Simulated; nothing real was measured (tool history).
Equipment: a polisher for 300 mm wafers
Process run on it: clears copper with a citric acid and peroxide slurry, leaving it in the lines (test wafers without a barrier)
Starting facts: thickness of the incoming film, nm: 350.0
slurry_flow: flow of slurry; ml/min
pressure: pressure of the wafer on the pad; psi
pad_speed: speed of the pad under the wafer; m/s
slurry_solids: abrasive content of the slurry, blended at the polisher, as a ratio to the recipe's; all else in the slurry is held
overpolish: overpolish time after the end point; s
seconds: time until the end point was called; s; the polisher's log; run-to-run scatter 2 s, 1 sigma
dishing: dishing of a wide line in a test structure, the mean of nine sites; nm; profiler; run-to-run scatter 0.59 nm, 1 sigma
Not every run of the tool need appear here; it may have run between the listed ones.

run 1 hour=0.0 | slurry_flow=255 pressure=4.2 pad_speed=1.14 slurry_solids=1.00 overpolish=17 | seconds=115.95 dishing=37.145
run 2 hour=7.1 | slurry_flow=255 pressure=4.2 pad_speed=1.14 slurry_solids=0.85 overpolish=17 | seconds=117.71 dishing=35.553
run 3 hour=8.4 | slurry_flow=255 pressure=4.2 pad_speed=1.14 slurry_solids=0.85 overpolish=24 | seconds=120.93 dishing=46.876
run 4 hour=9.4 | slurry_flow=255 pressure=4.2 pad_speed=1.14 slurry_solids=0.85 overpolish=29 | seconds=116.35 dishing=57.461
run 5 hour=14.6 | slurry_flow=255 pressure=3.6 pad_speed=1.14 slurry_solids=0.85 overpolish=27 | seconds=134.42 dishing=47.395
run 6 hour=22.2 | slurry_flow=255 pressure=3.6 pad_speed=1.14 slurry_solids=0.75 overpolish=27 | seconds=137.03 dishing=48.144
run 7 hour=26.9 | slurry_flow=260 pressure=3.1 pad_speed=1.14 slurry_solids=0.75 overpolish=25 | seconds=159.61 dishing=39.992
run 8 hour=30.8 | slurry_flow=260 pressure=2.9 pad_speed=1.14 slurry_solids=0.75 overpolish=24 | seconds=164.70 dishing=35.610
run 9 hour=36.1 | slurry_flow=260 pressure=2.7 pad_speed=1.14 slurry_solids=0.75 overpolish=24 | seconds=174.84 dishing=33.794

Run 10, settings as shown, results not yet in. Your forecast:
run 10 hour=41.0 | slurry_flow=260 pressure=2.6 pad_speed=1.14 slurry_solids=0.75 overpolish=24 | seconds=? dishing=?

Run 10 produced seconds 176.24 s, dishing 33.064 nm.
